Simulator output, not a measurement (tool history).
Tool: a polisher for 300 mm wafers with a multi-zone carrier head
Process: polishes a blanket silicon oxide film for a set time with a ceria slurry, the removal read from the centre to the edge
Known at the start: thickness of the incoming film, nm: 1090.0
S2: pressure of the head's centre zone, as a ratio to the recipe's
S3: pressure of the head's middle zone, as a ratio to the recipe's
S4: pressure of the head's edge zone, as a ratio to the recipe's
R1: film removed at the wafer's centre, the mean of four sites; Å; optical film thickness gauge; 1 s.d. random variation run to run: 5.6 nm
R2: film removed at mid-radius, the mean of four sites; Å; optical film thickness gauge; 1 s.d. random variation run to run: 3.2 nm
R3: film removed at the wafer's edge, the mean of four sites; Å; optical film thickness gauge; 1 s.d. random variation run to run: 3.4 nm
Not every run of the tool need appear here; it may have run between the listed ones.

Run 1, hour 0.0: flow of slurry (ml/min) 170, S2 1.00, S3 1.00, S4 1.00, polishing time (s) 67. Result: R1 2603.8 Å, R2 2691.4 Å, R3 2685.8 Å.
Run 2, hour 2.4: flow of slurry (ml/min) 175, S2 1.03, S3 0.98, S4 1.03, polishing time (s) 69. Result: R1 2805.1 Å, R2 2654.2 Å, R3 2785.8 Å.
Run 3, hour 4.5: flow of slurry (ml/min) 175, S2 1.03, S3 0.98, S4 1.03, polishing time (s) 81. Result: R1 3301.9 Å, R2 3233.0 Å, R3 3286.4 Å.
Run 4, hour 8.5: flow of slurry (ml/min) 175, S2 1.03, S3 0.98, S4 1.03, polishing time (s) 66. Result: R1 2690.7 Å, R2 2581.9 Å, R3 2713.8 Å.
Run 5, hour 16.3: flow of slurry (ml/min) 175, S2 1.03, S3 0.94, S4 1.03, polishing time (s) 66. Result: R1 2635.8 Å, R2 2457.7 Å, R3 2729.7 Å.
Run 6, hour 18.8: flow of slurry (ml/min) 175, S2 1.03, S3 0.94, S4 0.98, polishing time (s) 66. Result: R1 2724.9 Å, R2 2517.3 Å, R3 2640.8 Å.
Run 7, hour 20.5: flow of slurry (ml/min) 180, S2 1.05, S3 0.94, S4 1.01, polishing time (s) 69. Result: R1 2870.6 Å, R2 2697.4 Å, R3 2740.9 Å.
Run 8, hour 26.8: flow of slurry (ml/min) 180, S2 1.07, S3 0.92, S4 1.04, polishing time (s) 72. Result: R1 3093.3 Å, R2 2695.5 Å, R3 2981.2 Å.

Estimate the outcome of run 9 from the log above:
Run 9, hour 33.4: flow of slurry (ml/min) 230, S2 1.17, S3 1.01, S4 1.14, polishing time (s) 79. Result: R1 ?, R2 ?, R3 ?.

{"run 9": {"R1": 3876.9, "R2": 3290.2, "R3": 3468.6}}
